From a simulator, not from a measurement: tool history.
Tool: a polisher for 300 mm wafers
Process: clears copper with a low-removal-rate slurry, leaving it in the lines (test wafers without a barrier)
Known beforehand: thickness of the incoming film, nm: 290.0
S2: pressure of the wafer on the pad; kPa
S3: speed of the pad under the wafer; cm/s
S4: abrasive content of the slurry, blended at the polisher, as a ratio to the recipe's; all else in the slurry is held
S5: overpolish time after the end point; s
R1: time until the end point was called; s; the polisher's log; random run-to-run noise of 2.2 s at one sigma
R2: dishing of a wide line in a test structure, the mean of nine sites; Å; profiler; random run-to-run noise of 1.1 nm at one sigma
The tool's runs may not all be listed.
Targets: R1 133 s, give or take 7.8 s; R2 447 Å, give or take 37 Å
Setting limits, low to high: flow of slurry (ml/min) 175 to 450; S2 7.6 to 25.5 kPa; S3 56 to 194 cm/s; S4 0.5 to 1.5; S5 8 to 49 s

Run 1, day 0: flow of slurry (ml/min) 290, S2 16.5 kPa, S3 124 cm/s, S4 1, S5 25 s. Result: R1 90.668 s, R2 501.4 Å.
Run 2, day 0.133: flow of slurry (ml/min) 290, S2 15.9 kPa, S3 124 cm/s, S4 1, S5 26 s. Result: R1 92.712 s, R2 495.68 Å.
Run 3, day 0.4: flow of slurry (ml/min) 290, S2 15.9 kPa, S3 124 cm/s, S4 1.1, S5 26 s. Result: R1 89.638 s, R2 490.71 Å.
Run 4, day 0.633: flow of slurry (ml/min) 290, S2 15.9 kPa, S3 124 cm/s, S4 1, S5 26 s. Result: R1 93.712 s, R2 488.91 Å.
Run 5, day 0.725: flow of slurry (ml/min) 345, S2 15.9 kPa, S3 124 cm/s, S4 1, S5 26 s. Result: R1 89.497 s, R2 500.06 Å.
Run 6, day 0.833: flow of slurry (ml/min) 345, S2 15.9 kPa, S3 140 cm/s, S4 1, S5 26 s. Result: R1 81.122 s, R2 545.49 Å.
Run 7, day 1.021: flow of slurry (ml/min) 345, S2 15.9 kPa, S3 140 cm/s, S4 1, S5 26 s. Result: R1 79.138 s, R2 563.86 Å.
Run 8, day 1.271: flow of slurry (ml/min) 340, S2 14.5 kPa, S3 138 cm/s, S4 1, S5 27 s. Result: R1 90.82 s, R2 512.26 Å.
Run 9, day 1.371: flow of slurry (ml/min) 335, S2 13.8 kPa, S3 138 cm/s, S4 1, S5 28 s. Result: R1 90.365 s, R2 503.41 Å.
Run 10, day 1.446: flow of slurry (ml/min) 330, S2 13.1 kPa, S3 136 cm/s, S4 1, S5 30 s. Result: R1 100.85 s, R2 514.87 Å.
Run 11, day 1.667: flow of slurry (ml/min) 325, S2 9 kPa, S3 134 cm/s, S4 1, S5 31 s. Result: R1 146.55 s, R2 372.66 Å.
Run 12, day 1.871: flow of slurry (ml/min) 325, S2 9 kPa, S3 134 cm/s, S4 1, S5 32 s. Result: R1 147.83 s, R2 381.18 Å.

Which one of the following 4 next-run settings gets every result inside its allowed miss? There is exactly one.
Run A, day 2.075: flow of slurry (ml/min) 230, S2 7.6 kPa, S3 138 cm/s, S4 1.1, S5 39 s. Result: R1 ?, R2 ?.
Run B, day 2.075: flow of slurry (ml/min) 310, S2 11 kPa, S3 126 cm/s, S4 0.95, S5 34 s. Result: R1 ?, R2 ?.
Run C, day 2.075: flow of slurry (ml/min) 405, S2 9 kPa, S3 138 cm/s, S4 0.7, S5 41 s. Result: R1 ?, R2 ?.
Run D, day 2.075: flow of slurry (ml/min) 300, S2 7.6 kPa, S3 128 cm/s, S4 1.15, S5 47 s. Result: R1 ?, R2 ?.

move      R1      R2
   A  165.75  401.07
   B  128.66  456.38
   C  156.22  442.69
   D  170.57  447.25
A: its largest miss is bigger than the last run's
B: in spec on every target
C: its largest miss is bigger than the last run's
D: its largest miss is bigger than the last run's
Move B is the one to make.
